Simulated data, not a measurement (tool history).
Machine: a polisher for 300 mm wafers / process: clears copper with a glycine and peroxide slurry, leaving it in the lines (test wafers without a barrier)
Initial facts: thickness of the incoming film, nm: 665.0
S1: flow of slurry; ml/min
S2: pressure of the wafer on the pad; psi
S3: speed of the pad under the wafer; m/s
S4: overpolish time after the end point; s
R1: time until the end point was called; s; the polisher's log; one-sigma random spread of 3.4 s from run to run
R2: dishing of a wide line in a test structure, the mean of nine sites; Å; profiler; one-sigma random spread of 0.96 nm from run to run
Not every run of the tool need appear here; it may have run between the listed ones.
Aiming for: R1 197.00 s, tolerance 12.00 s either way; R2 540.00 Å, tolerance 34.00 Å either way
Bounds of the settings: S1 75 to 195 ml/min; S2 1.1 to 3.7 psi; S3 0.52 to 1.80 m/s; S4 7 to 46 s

run	day	S1	S2	S3	S4	R1	R2
1	0.000	125	2.4	1.16	24	118.11	819.66
2	0.062	125	2.3	1.16	24	127.59	753.55
3	0.229	125	2.2	1.16	24	128.65	731.13
4	0.504	125	2.2	0.94	24	147.38	700.10
5	0.671	125	2.1	0.94	24	150.18	636.96
6	0.829	125	2.1	1.12	24	136.51	712.92
7	0.962	125	2.0	1.12	24	146.80	701.75
8	1.100	125	1.9	1.12	24	147.75	680.59
9	1.175	125	1.8	1.12	24	154.19	624.65
10	1.217	125	1.7	1.12	24	160.30	607.10

Which of these 4 next moves meets every target?
A	1.258	155	2.2	1.48	17	?	?
B	1.258	110	1.6	0.90	25	?	?
C	1.258	75	2.3	1.48	16	?	?
D	1.258	115	1.5	1.08	32	?	?

move	R1	R2
A	110.05	662.07
B	198.51	556.86
C	125.87	565.52
D	188.58	701.10
A: lands further from the targets than the last run did
B: all results in spec
C: lands further from the targets than the last run did
D: the worst result of the last run now meets its target, but another is out of spec
B is the move that brings every result within its allowed miss.
